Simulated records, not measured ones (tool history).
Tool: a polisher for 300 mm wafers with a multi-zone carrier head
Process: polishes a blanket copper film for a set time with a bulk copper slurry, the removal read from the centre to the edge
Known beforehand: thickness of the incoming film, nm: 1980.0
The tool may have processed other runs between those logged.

run,day,flow of slurry (ml/min),pressure of the head's centre zone,pressure of the head's middle zone,pressure of the head's edge zone,abrasive content of the slurry,polishing time (s),film removed at the wafer's centre (angstrom),film removed at mid-radius (angstrom),film removed at the wafer's edge (angstrom)
1,0.000,135,1.00,1.00,1.00,1.00,77,6204.2,6423.1,6333.3
2,0.267,125,0.97,0.97,0.97,0.85,72,5201.3,5473.3,5460.0
3,0.408,120,0.95,0.94,0.94,0.75,71,4781.5,5062.2,5080.8
4,0.462,120,0.95,0.94,0.99,0.75,71,4824.0,5008.4,5199.6
5,0.829,120,0.95,0.94,0.99,0.75,87,5933.0,6120.6,6360.2
6,1.167,115,0.93,0.92,0.95,0.70,82,5270.0,5439.1,5645.0
7,1.192,110,0.91,0.90,0.92,0.65,79,4800.4,5095.0,5165.2
8,1.483,105,0.89,0.88,0.91,0.60,77,4320.6,4634.2,4861.1
9,1.729,105,0.88,0.87,0.81,0.50,68,3454.7,3776.7,3706.7
10,1.879,110,0.88,0.87,0.83,0.50,68,3527.0,3712.6,3725.8
11,2.171,110,0.88,0.88,0.85,0.50,68,3559.1,3777.4,3806.2

What will run 12 give?
12,2.492,110,0.88,0.88,0.85,0.50,68,?,?,?

{"run 12": {"film removed at the wafer's centre (angstrom)": 3532.4, "film removed at mid-radius (angstrom)": 3768.9, "film removed at the wafer's edge (angstrom)": 3804.1}}
